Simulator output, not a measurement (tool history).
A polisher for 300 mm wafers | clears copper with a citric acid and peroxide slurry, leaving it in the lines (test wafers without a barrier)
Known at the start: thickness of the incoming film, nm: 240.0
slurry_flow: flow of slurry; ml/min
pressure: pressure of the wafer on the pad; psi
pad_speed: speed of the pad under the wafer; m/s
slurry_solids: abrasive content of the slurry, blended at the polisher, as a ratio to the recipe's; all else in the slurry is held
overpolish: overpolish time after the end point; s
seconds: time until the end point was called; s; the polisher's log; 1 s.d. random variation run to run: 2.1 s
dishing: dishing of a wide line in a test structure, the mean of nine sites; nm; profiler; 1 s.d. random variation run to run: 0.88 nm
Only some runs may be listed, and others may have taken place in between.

run  hour  slurry_flow  pressure  pad_speed  slurry_solids  overpolish  seconds  dishing
  1   0.0          145       4.0       1.06            1.0          29   91.362   55.593
  2   3.1          145       5.0       1.06            1.0          29   73.994   64.964
  3  12.1          145       5.6       1.06            1.0          29   64.400   70.775
  4  15.4          145       6.1       1.06            1.0          29   60.086   77.051
  5  22.7          145       4.8       1.02            1.0          29   76.233   63.495
  6  25.6          145       4.8       1.18            1.0          29   69.787   66.822

Run 7 comes next. What will it give?
  7  28.2          145       3.8       1.12            1.0          28        ?        ?

{"run 7": {"seconds": 89.866, "dishing": 50.124}}
